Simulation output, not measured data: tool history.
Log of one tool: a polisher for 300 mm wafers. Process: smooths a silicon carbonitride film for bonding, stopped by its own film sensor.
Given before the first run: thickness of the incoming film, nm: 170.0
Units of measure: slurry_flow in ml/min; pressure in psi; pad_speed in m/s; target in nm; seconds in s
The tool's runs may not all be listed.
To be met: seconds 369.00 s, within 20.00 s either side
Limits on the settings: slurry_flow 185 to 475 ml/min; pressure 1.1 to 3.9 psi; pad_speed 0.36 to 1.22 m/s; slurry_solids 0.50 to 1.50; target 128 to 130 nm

Run 1, day 0.000: slurry_flow 305 ml/min, pressure 2.5 psi, pad_speed 0.78 m/s, slurry_solids 1.00, target 130 nm. Result: seconds 161.76 s.
Run 2, day 0.362: slurry_flow 305 ml/min, pressure 2.5 psi, pad_speed 0.78 m/s, slurry_solids 1.00, target 130 nm. Result: seconds 163.72 s.
Run 3, day 0.479: slurry_flow 305 ml/min, pressure 2.2 psi, pad_speed 0.72 m/s, slurry_solids 1.00, target 130 nm. Result: seconds 189.85 s.
Run 4, day 0.583: slurry_flow 305 ml/min, pressure 2.0 psi, pad_speed 0.66 m/s, slurry_solids 1.00, target 130 nm. Result: seconds 207.00 s.
Run 5, day 0.804: slurry_flow 305 ml/min, pressure 1.8 psi, pad_speed 0.60 m/s, slurry_solids 0.95, target 130 nm. Result: seconds 251.88 s.
Run 6, day 1.033: slurry_flow 305 ml/min, pressure 1.3 psi, pad_speed 0.60 m/s, slurry_solids 0.95, target 130 nm. Result: seconds 290.57 s.
Run 7, day 1.242: slurry_flow 305 ml/min, pressure 1.3 psi, pad_speed 0.56 m/s, slurry_solids 0.95, target 130 nm. Result: seconds 300.30 s.
Run 8, day 1.508: slurry_flow 305 ml/min, pressure 1.3 psi, pad_speed 0.54 m/s, slurry_solids 0.95, target 130 nm. Result: seconds 316.63 s.
Run 9, day 1.850: slurry_flow 305 ml/min, pressure 1.3 psi, pad_speed 0.52 m/s, slurry_solids 0.95, target 130 nm. Result: seconds 312.98 s.
At day 1.988: slurry nozzle cleaned.
Run 10, day 1.988: slurry_flow 305 ml/min, pressure 1.3 psi, pad_speed 0.52 m/s, slurry_solids 0.95, target 130 nm. Result: seconds 308.54 s.

Pick the move, out of 4, that brings all results within their allowed miss; only one does.
Run A, day 2.125: slurry_flow 365 ml/min, pressure 1.1 psi, pad_speed 0.38 m/s, slurry_solids 0.95, target 128 nm. Result: seconds ?.
Run B, day 2.125: slurry_flow 305 ml/min, pressure 1.1 psi, pad_speed 0.44 m/s, slurry_solids 1.10, target 128 nm. Result: seconds ?.
Run C, day 2.125: slurry_flow 270 ml/min, pressure 1.4 psi, pad_speed 0.72 m/s, slurry_solids 0.65, target 130 nm. Result: seconds ?.
Run D, day 2.125: slurry_flow 285 ml/min, pressure 1.1 psi, pad_speed 0.42 m/s, slurry_solids 0.95, target 128 nm. Result: seconds ?.

move  seconds
   A   413.34
   B   358.52
   C   284.70
   D   396.50
A: the result that was furthest off in the last run now lies on the other side of its target
B: all results in spec
C: moves away from the targets compared with the last run
D: the result that was furthest off in the last run now lies on the other side of its target
The right move is B.
